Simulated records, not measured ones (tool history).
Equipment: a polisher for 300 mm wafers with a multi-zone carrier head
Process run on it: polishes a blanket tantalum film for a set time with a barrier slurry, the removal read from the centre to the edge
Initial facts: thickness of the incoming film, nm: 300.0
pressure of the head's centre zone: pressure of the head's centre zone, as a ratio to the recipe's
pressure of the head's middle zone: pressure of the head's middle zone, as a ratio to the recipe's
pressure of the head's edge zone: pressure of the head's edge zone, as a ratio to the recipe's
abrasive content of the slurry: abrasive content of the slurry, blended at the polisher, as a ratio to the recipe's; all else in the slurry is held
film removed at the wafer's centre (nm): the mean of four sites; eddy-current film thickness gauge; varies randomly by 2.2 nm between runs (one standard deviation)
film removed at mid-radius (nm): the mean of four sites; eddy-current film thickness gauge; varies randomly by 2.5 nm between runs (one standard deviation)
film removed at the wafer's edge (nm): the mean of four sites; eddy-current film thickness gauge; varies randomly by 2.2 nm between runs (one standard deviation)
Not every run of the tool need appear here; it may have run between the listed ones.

run,hour,flow of slurry (ml/min),pressure of the head's centre zone,pressure of the head's middle zone,pressure of the head's edge zone,abrasive content of the slurry,polishing time (s),film removed at the wafer's centre (nm),film removed at mid-radius (nm),film removed at the wafer's edge (nm)
1,0.0,245,1.00,1.00,1.00,1.00,54,124.23,124.28,123.45
2,4.4,245,1.01,1.01,1.01,1.05,55,132.66,132.34,130.55
3,11.3,245,1.03,1.02,1.03,1.10,55,137.86,134.81,130.85
4,17.5,245,1.03,1.02,1.04,1.15,56,141.02,136.86,135.51
5,25.2,245,1.03,1.03,1.04,1.20,57,146.55,141.85,143.27
6,26.0,245,1.03,1.03,1.04,1.20,62,159.04,155.36,156.34
7,27.0,250,1.04,1.04,1.04,1.20,62,164.67,157.20,154.89

What does the tool deliver on the next run?
8,35.7,255,1.04,1.05,1.04,1.20,62,?,?,?

film removed at the wafer's centre (nm): 156.07
film removed at mid-radius (nm): 157.61
film removed at the wafer's edge (nm): 156.58
